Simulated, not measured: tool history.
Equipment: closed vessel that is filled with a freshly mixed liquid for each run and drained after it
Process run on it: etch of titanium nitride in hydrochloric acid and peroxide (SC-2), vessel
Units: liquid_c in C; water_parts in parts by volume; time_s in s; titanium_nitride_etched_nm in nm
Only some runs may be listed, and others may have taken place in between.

| run | day | liquid_c | water_parts | time_s | titanium_nitride_etched_nm |
|---|---|---|---|---|---|
| 1 | 0 | 57 | 9 | 2095 | 57.341 |
| 2 | 0.046 | 60.5 | 8.5 | 2095 | 74.879 |
| 3 | 0.242 | 63 | 8.5 | 2095 | 88.606 |
| 4 | 0.538 | 59.5 | 8.5 | 2095 | 70.549 |
| 5 | 0.904 | 62.5 | 8.5 | 2095 | 85.686 |
| 6 | 1.104 | 64.5 | 8.5 | 2095 | 96.814 |

What will run 7 give?
| 7 | 1.417 | 66 | 8.5 | 2095 | ? |

{"run 7": {"titanium_nitride_etched_nm": 106.34}}
